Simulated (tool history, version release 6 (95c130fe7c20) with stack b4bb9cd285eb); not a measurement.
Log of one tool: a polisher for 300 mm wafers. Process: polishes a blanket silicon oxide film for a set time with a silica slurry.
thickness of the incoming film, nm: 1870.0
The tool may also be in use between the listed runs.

run	hour	flow of slurry (ml/min)	pressure of the wafer on the pad (psi)	speed of the pad under the wafer (cm/s)	abrasive content of the slurry	polishing time (s)	film removed (angstrom)
1	0.0	170	4.7	104	1.0	38	1250.80
2	2.9	165	4.3	104	1.0	38	1142.80
3	11.4	160	4.0	104	1.0	38	1060.30
4	13.5	155	3.8	104	1.0	38	1005.80
5	14.2	155	3.8	122	1.0	38	1140.40
6	22.9	155	4.3	122	1.0	38	1267.50
7	27.4	150	3.9	122	1.0	38	1157.80
8	32.3	145	3.6	122	1.0	38	1066.50
9	34.5	125	2.7	122	1.0	38	789.37
10	41.0	135	2.7	122	1.0	38	789.32
11	43.2	145	2.8	122	1.0	38	834.34

Forecast run 12:
12	48.6	150	2.8	122	1.0	38	?

film removed (angstrom): 845.04
